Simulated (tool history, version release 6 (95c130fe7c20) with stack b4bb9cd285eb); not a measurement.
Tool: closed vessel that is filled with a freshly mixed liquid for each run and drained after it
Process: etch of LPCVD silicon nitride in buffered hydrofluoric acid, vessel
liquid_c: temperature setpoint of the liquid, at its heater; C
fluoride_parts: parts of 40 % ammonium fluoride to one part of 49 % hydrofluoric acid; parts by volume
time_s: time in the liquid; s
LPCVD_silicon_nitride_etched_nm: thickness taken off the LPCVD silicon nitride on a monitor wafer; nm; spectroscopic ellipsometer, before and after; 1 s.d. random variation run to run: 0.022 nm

| run | hour | liquid_c | fluoride_parts | time_s | LPCVD_silicon_nitride_etched_nm |
|---|---|---|---|---|---|
| 1 | 0.0 | 23.0 | 22.5 | 870 | 5.8571 |
| 2 | 6.7 | 22.5 | 22.5 | 870 | 5.6670 |
| 3 | 8.7 | 22.0 | 22.5 | 870 | 5.5789 |
| 4 | 15.4 | 20.5 | 22.5 | 870 | 5.0689 |
| 5 | 23.3 | 20.5 | 18.5 | 870 | 6.1647 |
| 6 | 31.0 | 20.0 | 19.0 | 870 | 5.8329 |

Run 7 is up next; what results do you expect?
| 7 | 38.4 | 20.0 | 19.0 | 870 | ? |

Run 7 came out at LPCVD_silicon_nitride_etched_nm 5.8324 nm.
